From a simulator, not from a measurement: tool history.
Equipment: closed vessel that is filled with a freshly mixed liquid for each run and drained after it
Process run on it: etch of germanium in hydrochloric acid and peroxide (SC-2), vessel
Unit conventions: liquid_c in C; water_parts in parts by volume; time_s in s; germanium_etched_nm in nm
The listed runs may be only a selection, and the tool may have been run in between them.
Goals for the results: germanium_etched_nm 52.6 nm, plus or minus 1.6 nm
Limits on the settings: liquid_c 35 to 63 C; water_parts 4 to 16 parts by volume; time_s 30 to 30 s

run	hour	liquid_c	water_parts	time_s	germanium_etched_nm
1	0	47	9	30	42.503
2	8.9	48.5	9	30	44.572
3	16.1	49.5	9	30	45.419
4	22.8	49.5	12	30	43.755
5	25.3	49.5	10	30	44.73
6	33.5	47	10	30	41.813
7	36.4	48.5	10	30	44.286
8	42	50	10	30	45.571
9	43.2	51	10	30	47.521
10	47.4	51.5	10	30	47.083
11	53.1	52.5	10	30	50.321
12	61	53	10	30	50.305

Next run, 4 choices. One meets every target within its allowed miss, the rest don't. Which?
A	68.9	55	11	30	?
B	68.9	53	9.5	30	?
C	68.9	53	12.5	30	?
D	68.9	50	7.5	30	?

move	germanium_etched_nm
A	52.889
B	50.563
C	48.97
D	46.93
A: all results in spec
B: an improvement on the last run, though not all results are within tolerance
C: misses by more than the last run did
D: misses by more than the last run did
Correct choice: A, which meets every target
